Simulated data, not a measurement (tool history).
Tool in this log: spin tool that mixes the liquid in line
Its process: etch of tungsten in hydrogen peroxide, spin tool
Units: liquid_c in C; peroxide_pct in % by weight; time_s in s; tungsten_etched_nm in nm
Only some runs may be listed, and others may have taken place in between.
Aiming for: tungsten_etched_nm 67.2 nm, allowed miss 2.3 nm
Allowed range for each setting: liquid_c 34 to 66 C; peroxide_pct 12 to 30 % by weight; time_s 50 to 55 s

Run 1, hour 0: liquid_c 50 C, peroxide_pct 21 % by weight, time_s 50 s. Result: tungsten_etched_nm 39.62 nm.
Run 2, hour 4.6: liquid_c 51.5 C, peroxide_pct 21 % by weight, time_s 50 s. Result: tungsten_etched_nm 43.075 nm.
Run 3, hour 9.3: liquid_c 51.5 C, peroxide_pct 21 % by weight, time_s 50 s. Result: tungsten_etched_nm 43.284 nm.
Run 4, hour 17.1: liquid_c 52.5 C, peroxide_pct 21 % by weight, time_s 50 s. Result: tungsten_etched_nm 45.572 nm.
Run 5, hour 19.8: liquid_c 53.5 C, peroxide_pct 21 % by weight, time_s 50 s. Result: tungsten_etched_nm 48.262 nm.
Run 6, hour 23.7: liquid_c 54.5 C, peroxide_pct 21 % by weight, time_s 50 s. Result: tungsten_etched_nm 51.359 nm.
Run 7, hour 28.2: liquid_c 55 C, peroxide_pct 21 % by weight, time_s 50 s. Result: tungsten_etched_nm 52.407 nm.
Run 8, hour 31.1: liquid_c 55.5 C, peroxide_pct 21 % by weight, time_s 50 s. Result: tungsten_etched_nm 55.062 nm.

Which single option among these 4 for the next run brings every result within its allowed miss of target? Just one does.
Run A, hour 34: liquid_c 58 C, peroxide_pct 23 % by weight, time_s 55 s. Result: tungsten_etched_nm ?.
Run B, hour 34: liquid_c 60.5 C, peroxide_pct 18.5 % by weight, time_s 55 s. Result: tungsten_etched_nm ?.
Run C, hour 34: liquid_c 58.5 C, peroxide_pct 22.5 % by weight, time_s 55 s. Result: tungsten_etched_nm ?.
Run D, hour 34: liquid_c 56.5 C, peroxide_pct 23 % by weight, time_s 55 s. Result: tungsten_etched_nm ?.

move  tungsten_etched_nm
   A              72.886
   B              75.524
   C              74.215
   D              66.767
A: takes the result that was furthest off past its target
B: takes the result that was furthest off past its target
C: takes the result that was furthest off past its target
D: meets every target
D meets every target.

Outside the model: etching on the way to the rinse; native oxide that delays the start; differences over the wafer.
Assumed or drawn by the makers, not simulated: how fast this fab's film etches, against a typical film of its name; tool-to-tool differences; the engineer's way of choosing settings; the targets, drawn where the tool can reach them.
